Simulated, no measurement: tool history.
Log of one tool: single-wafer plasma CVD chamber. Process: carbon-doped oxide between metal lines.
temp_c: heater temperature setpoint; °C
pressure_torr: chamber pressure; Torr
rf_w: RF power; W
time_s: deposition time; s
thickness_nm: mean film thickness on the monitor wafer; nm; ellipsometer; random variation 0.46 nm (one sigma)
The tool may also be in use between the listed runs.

run  hour  temp_c  pressure_torr  rf_w  time_s  thickness_nm
  1   0.0     330           3.64   605    18.6       115.860
  2   1.3     333           3.46   585    18.6       111.020
  3   2.8     333           3.46   585    18.6       110.990
  4  10.3     333           3.84   585    18.6       112.570
  5  12.2     333           3.84   535    18.6       105.350
  6  16.6     336           3.74   530    18.6       101.910
  7  20.7     338           3.71   530    18.6       101.830
  8  28.4     340           3.66   530    18.6       100.560
  9  36.5     342           3.63   530    18.6       100.300

Forecast run 10:
 10  45.5     344           3.58   530    18.6             ?

thickness_nm: 99.118 nm

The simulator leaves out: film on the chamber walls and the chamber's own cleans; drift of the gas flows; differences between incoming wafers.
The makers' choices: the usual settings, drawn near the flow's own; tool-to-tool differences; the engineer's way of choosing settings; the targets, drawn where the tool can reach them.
